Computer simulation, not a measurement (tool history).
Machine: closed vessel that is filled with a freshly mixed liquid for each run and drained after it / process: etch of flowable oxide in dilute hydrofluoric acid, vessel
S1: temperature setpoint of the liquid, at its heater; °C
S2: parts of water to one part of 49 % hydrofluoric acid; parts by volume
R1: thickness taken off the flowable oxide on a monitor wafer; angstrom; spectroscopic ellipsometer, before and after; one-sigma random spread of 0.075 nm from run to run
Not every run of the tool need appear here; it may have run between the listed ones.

Run 1, day 0: S1 24 °C, S2 235 parts by volume, time in the liquid (s) 30. Result: R1 50.621 angstrom.
Run 2, day 0.071: S1 24 °C, S2 235 parts by volume, time in the liquid (s) 30. Result: R1 50.124 angstrom.
Run 3, day 0.375: S1 25 °C, S2 220 parts by volume, time in the liquid (s) 30. Result: R1 56.599 angstrom.
Run 4, day 0.425: S1 22.5 °C, S2 220 parts by volume, time in the liquid (s) 30. Result: R1 51.237 angstrom.
Run 5, day 0.638: S1 22.5 °C, S2 165 parts by volume, time in the liquid (s) 30. Result: R1 72.512 angstrom.
Run 6, day 0.85: S1 21 °C, S2 165 parts by volume, time in the liquid (s) 30. Result: R1 68.721 angstrom.
Run 7, day 1.046: S1 22 °C, S2 160 parts by volume, time in the liquid (s) 30. Result: R1 73.308 angstrom.
Run 8, day 1.2: S1 23 °C, S2 155 parts by volume, time in the liquid (s) 30. Result: R1 80.037 angstrom.

Forecast run 9:
Run 9, day 1.5: S1 24 °C, S2 150 parts by volume, time in the liquid (s) 30. Result: R1 ?.

R1: 85.483 angstrom
